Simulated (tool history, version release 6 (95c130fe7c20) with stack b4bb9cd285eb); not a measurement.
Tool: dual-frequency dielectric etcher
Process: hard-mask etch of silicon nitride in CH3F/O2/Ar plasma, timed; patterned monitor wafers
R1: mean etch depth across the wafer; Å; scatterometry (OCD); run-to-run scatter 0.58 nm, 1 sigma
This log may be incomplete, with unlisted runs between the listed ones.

Run 1, hour 0: source power (W) 310, bias power (W) 95, etch time (s) 186. Result: R1 1236.1 Å.
Run 2, hour 2.7: source power (W) 260, bias power (W) 95, etch time (s) 186. Result: R1 1180.9 Å.
Run 3, hour 10.9: source power (W) 300, bias power (W) 95, etch time (s) 186. Result: R1 1241.3 Å.
Run 4, hour 15.2: source power (W) 260, bias power (W) 84, etch time (s) 186. Result: R1 1095.4 Å.
Run 5, hour 18.3: source power (W) 240, bias power (W) 81, etch time (s) 186. Result: R1 1053.6 Å.
Run 6, hour 23.9: source power (W) 240, bias power (W) 81, etch time (s) 186. Result: R1 1050 Å.
Run 7, hour 26: source power (W) 220, bias power (W) 79, etch time (s) 186. Result: R1 1008.9 Å.

What will run 8 give?
Run 8, hour 30.1: source power (W) 180, bias power (W) 74, etch time (s) 186. Result: R1 ?.

R1: 912.5 Å

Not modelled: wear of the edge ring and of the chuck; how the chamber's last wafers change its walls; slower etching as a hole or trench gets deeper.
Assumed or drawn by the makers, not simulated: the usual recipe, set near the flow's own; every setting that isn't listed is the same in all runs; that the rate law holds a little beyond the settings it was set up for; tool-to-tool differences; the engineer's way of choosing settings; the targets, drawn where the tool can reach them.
